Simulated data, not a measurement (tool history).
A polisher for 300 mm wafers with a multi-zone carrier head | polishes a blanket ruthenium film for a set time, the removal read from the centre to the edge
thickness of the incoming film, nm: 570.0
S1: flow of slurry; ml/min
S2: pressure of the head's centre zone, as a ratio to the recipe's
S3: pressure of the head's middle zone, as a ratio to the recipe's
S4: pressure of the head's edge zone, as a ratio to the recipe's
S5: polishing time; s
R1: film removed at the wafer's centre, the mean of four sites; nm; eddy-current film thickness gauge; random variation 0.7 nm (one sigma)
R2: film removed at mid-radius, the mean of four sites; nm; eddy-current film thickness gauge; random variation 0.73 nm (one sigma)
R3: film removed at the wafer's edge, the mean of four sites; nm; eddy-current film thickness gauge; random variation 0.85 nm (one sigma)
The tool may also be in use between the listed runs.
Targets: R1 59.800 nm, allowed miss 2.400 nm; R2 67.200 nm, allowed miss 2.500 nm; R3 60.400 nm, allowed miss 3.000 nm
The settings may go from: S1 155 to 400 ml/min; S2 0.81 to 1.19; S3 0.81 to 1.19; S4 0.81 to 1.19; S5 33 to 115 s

run	day	S1	S2	S3	S4	S5	R1	R2	R3
1	0.000	255	1.00	1.00	1.00	73	52.201	51.077	50.595
2	0.071	285	1.00	1.00	1.00	73	50.684	50.539	51.046
3	0.358	290	1.00	1.04	1.01	77	54.474	56.012	53.497
4	0.504	290	1.00	1.04	1.01	61	42.315	44.214	42.918
5	0.721	300	1.00	1.07	1.03	68	49.652	50.607	48.970
6	0.888	300	1.09	1.07	1.03	68	52.512	50.594	47.959
7	1.121	305	1.05	1.10	1.04	72	53.441	55.280	51.305
8	1.196	305	1.04	1.12	1.06	75	55.406	58.992	54.609

Which of these 4 next moves meets every target?
A	1.271	350	0.99	1.09	1.19	68	?	?	?
B	1.271	340	1.17	0.90	1.19	72	?	?	?
C	1.271	280	1.10	1.05	1.07	71	?	?	?
D	1.271	320	1.03	1.19	1.12	81	?	?	?

move	R1	R2	R3
A	49.126	51.848	53.466
B	60.489	46.560	56.649
C	55.278	51.363	52.078
D	60.228	66.091	61.274
A: further off than the last run
B: further off than the last run
C: further off than the last run
D: meets every target
Move D is the one to make.

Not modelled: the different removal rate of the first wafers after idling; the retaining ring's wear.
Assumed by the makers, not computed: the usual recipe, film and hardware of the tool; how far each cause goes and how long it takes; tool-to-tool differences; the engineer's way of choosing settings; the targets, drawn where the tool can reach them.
